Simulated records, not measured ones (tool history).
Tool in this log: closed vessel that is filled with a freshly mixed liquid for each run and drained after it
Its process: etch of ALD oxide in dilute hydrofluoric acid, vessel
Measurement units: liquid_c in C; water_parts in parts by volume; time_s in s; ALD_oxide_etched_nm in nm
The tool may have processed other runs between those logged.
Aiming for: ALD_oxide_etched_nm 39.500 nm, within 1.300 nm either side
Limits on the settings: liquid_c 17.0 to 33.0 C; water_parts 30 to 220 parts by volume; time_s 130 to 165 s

| run | hour | liquid_c | water_parts | time_s | ALD_oxide_etched_nm |
|---|---|---|---|---|---|
| 1 | 0.0 | 25.0 | 125 | 165 | 15.802 |
| 2 | 4.3 | 26.0 | 115 | 165 | 18.621 |
| 3 | 11.4 | 23.0 | 115 | 165 | 16.026 |
| 4 | 14.1 | 24.0 | 110 | 165 | 17.843 |
| 5 | 17.8 | 25.0 | 105 | 165 | 19.364 |
| 6 | 21.6 | 25.0 | 70 | 165 | 30.404 |
| 7 | 28.2 | 25.5 | 70 | 165 | 30.825 |
| 8 | 28.8 | 26.0 | 70 | 165 | 30.975 |
| 9 | 33.2 | 26.5 | 70 | 165 | 31.806 |
| 10 | 37.6 | 26.5 | 70 | 165 | 32.387 |
| 11 | 40.3 | 30.5 | 65 | 165 | 41.283 |

Exactly one of the 4 candidate moves below puts every result within its allowed miss. Which one?
| A | 43.0 | 33.0 | 65 | 160 | ? |
| B | 43.0 | 31.5 | 60 | 160 | ? |
| C | 43.0 | 29.5 | 60 | 165 | ? |
| D | 43.0 | 32.5 | 60 | 135 | ? |

| move | ALD_oxide_etched_nm |
|---|---|
| A | 43.476 |
| B | 44.840 |
| C | 42.796 |
| D | 39.308 |
A: the biggest miss grows against the last run
B: the biggest miss grows against the last run
C: the biggest miss grows against the last run
D: in spec on every target
Move D is the one to make.

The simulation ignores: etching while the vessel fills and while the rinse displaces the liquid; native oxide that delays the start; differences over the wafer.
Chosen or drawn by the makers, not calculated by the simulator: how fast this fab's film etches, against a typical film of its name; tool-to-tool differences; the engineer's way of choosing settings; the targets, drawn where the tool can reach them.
